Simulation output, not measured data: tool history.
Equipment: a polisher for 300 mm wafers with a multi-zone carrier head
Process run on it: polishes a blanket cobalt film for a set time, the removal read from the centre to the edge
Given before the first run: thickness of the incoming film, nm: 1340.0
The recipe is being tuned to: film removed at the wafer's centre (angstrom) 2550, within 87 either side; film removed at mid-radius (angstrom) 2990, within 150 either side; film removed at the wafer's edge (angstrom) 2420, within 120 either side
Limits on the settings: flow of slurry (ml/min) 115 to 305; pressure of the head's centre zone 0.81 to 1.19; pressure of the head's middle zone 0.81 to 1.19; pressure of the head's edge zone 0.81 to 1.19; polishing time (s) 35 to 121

run	hour	flow of slurry (ml/min)	pressure of the head's centre zone	pressure of the head's middle zone	pressure of the head's edge zone	polishing time (s)	film removed at the wafer's centre (angstrom)	film removed at mid-radius (angstrom)	film removed at the wafer's edge (angstrom)
1	0	195	1	1	1	78	2816.4	3072.5	3103.6
2	1.4	195	1	1	1	91	3283.8	3521.8	3507.2
3	7.3	195	1.01	1.02	0.98	88	3197.6	3504	3403
4	11.3	195	1.01	0.97	0.98	88	3130.9	3394.9	3350.5
5	13.1	195	1.02	0.98	0.96	85	3050.9	3272.5	3346
6	16.6	235	1.02	0.98	0.96	85	3209.6	3348.5	3297.3
7	19.9	245	1.02	1.01	0.94	82	3215.9	3332.2	3237.3
# hour 26.8: slurry nozzle cleaned
8	26.8	250	1.01	1.03	0.92	79	3371.9	3673.9	3274.7
9	27.9	195	0.98	1.05	0.86	57	2348.4	2536.1	2238.1
10	36.2	200	0.98	1.06	0.86	57	2303.3	2567	2227.9

Pick the move, out of 5, that brings all results within their allowed miss; only one does.
A	44.5	200	1.03	0.85	0.97	58	?	?	?
B	44.5	210	1.01	1.05	0.81	56	?	?	?
C	44.5	210	0.9	1.14	0.88	60	?	?	?
D	44.5	190	0.98	1.11	0.81	64	?	?	?
E	44.5	225	1.03	1.19	0.81	51	?	?	?

move	film removed at the wafer's centre (angstrom)	film removed at mid-radius (angstrom)	film removed at the wafer's edge (angstrom)
A	2466.4	2135	2458.3
B	2368.4	2479.1	2192.7
C	2325.3	2850.9	2434.7
D	2599.4	2924.7	2474.8
E	2216.4	2538.6	2007.9
A: the furthest-off result lands on target, but another misses its tolerance
B: further off than the last run
C: moves toward the targets from the last run without getting all of them in spec
D: all results land within tolerance of their targets
E: further off than the last run
D meets every target.
